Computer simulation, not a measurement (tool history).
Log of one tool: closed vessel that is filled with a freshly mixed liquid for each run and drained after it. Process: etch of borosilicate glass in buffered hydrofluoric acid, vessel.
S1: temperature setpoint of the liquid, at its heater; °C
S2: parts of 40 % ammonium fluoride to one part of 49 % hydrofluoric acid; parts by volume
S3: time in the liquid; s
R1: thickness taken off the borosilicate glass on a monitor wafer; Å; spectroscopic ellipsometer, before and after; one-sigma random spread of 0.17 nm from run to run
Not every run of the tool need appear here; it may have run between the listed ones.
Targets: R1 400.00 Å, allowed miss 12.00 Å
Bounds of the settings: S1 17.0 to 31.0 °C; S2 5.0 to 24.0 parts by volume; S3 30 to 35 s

Run 1, hour 0.0: S1 23.0 °C, S2 14.5 parts by volume, S3 35 s. Result: R1 318.23 Å.
Run 2, hour 2.4: S1 23.0 °C, S2 11.0 parts by volume, S3 35 s. Result: R1 415.77 Å.
Run 3, hour 9.0: S1 23.0 °C, S2 7.0 parts by volume, S3 35 s. Result: R1 647.09 Å.
Run 4, hour 12.8: S1 23.0 °C, S2 5.0 parts by volume, S3 35 s. Result: R1 873.32 Å.
Run 5, hour 17.1: S1 21.0 °C, S2 6.5 parts by volume, S3 35 s. Result: R1 621.67 Å.
Run 6, hour 26.0: S1 23.5 °C, S2 6.5 parts by volume, S3 35 s. Result: R1 706.67 Å.
Run 7, hour 31.9: S1 21.5 °C, S2 7.5 parts by volume, S3 35 s. Result: R1 552.55 Å.
Run 8, hour 38.4: S1 20.0 °C, S2 7.5 parts by volume, S3 35 s. Result: R1 507.12 Å.
Run 9, hour 43.9: S1 19.0 °C, S2 7.5 parts by volume, S3 35 s. Result: R1 482.75 Å.
Run 10, hour 51.0: S1 17.0 °C, S2 9.0 parts by volume, S3 35 s. Result: R1 352.35 Å.
Run 11, hour 58.9: S1 17.5 °C, S2 9.0 parts by volume, S3 35 s. Result: R1 361.69 Å.
Run 12, hour 67.8: S1 17.5 °C, S2 9.0 parts by volume, S3 35 s. Result: R1 361.04 Å.
Run 13, hour 69.5: S1 18.0 °C, S2 9.0 parts by volume, S3 35 s. Result: R1 374.90 Å.
Run 14, hour 74.3: S1 18.5 °C, S2 9.0 parts by volume, S3 35 s. Result: R1 383.93 Å.

4 candidate next runs follow, results not yet known. Just one meets every target within its allowed miss. Identify it.
Run A, hour 79.1: S1 19.5 °C, S2 8.5 parts by volume, S3 30 s. Result: R1 ?.
Run B, hour 79.1: S1 18.5 °C, S2 7.5 parts by volume, S3 30 s. Result: R1 ?.
Run C, hour 79.1: S1 17.0 °C, S2 8.0 parts by volume, S3 30 s. Result: R1 ?.
Run D, hour 79.1: S1 17.0 °C, S2 7.5 parts by volume, S3 30 s. Result: R1 ?.

move      R1
   A  367.44
   B  399.48
   C  342.31
   D  367.70
A: its largest miss is bigger than the last run's
B: in spec on every target
C: its largest miss is bigger than the last run's
D: its largest miss is bigger than the last run's
The move that meets every target is B.

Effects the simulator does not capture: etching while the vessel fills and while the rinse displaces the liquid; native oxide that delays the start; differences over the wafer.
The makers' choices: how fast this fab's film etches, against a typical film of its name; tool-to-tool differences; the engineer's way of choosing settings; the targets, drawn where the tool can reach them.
